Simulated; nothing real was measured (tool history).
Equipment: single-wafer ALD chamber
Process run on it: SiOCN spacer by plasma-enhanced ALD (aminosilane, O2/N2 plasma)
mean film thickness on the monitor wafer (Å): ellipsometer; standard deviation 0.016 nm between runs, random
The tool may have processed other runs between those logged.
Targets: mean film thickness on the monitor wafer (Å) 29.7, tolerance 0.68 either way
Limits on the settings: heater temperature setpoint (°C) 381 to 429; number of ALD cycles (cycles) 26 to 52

run,day,heater temperature setpoint (°C),number of ALD cycles (cycles),mean film thickness on the monitor wafer (Å)
1,0,405,39,26.088
2,0.162,400,39,25.954
3,0.517,391,39,26.46
4,0.604,391,35,23.638
5,0.754,391,36,24.436
6,1.104,402,36,23.833
7,1.338,402,37,24.623
8,1.504,402,37,24.74

Which of these 5 next moves meets every target?
A,1.671,389,47,?
B,1.671,401,43,?
C,1.671,405,45,?
D,1.671,405,43,?
E,1.671,403,42,?

move,mean film thickness on the monitor wafer (Å)
A,31.468
B,28.388
C,29.378
D,28.073
E,27.574
A: takes the result that was furthest off past its target
B: moves toward the targets from the last run without getting all of them in spec
C: in spec on every target
D: moves toward the targets from the last run without getting all of them in spec
E: moves toward the targets from the last run without getting all of them in spec
C meets every target.
